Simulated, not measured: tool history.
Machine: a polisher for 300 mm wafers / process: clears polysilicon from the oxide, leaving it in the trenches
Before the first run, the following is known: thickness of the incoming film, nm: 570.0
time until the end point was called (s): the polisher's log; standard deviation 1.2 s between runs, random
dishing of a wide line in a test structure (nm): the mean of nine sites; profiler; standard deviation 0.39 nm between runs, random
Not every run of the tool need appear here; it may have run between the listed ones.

run	hour	flow of slurry (ml/min)	pressure of the wafer on the pad (psi)	speed of the pad under the wafer (cm/s)	overpolish time after the end point (s)	time until the end point was called (s)	dishing of a wide line in a test structure (nm)
1	0	150	2.6	80	15	65.382	46.168
2	6.2	170	2.6	80	15	63.363	46.694
3	10.4	145	2.2	78	12	77.822	41.056
4	16.9	145	2.2	98	12	61.682	44.377
5	24.4	130	1.9	90	10	78.187	38.812
6	27.3	150	1.9	90	10	75.865	40.252
7	34.5	130	1.7	84	8	90.898	34.152
8	38.8	90	1.2	70	4	149.81	14.069
9	41.4	100	1.3	70	4	138.96	15.497

Expected results for the next run?
10	44.5	140	1.3	68	11	?	?

{"run 10": {"time until the end point was called (s)": 132.14, "dishing of a wide line in a test structure (nm)": 31.562}}

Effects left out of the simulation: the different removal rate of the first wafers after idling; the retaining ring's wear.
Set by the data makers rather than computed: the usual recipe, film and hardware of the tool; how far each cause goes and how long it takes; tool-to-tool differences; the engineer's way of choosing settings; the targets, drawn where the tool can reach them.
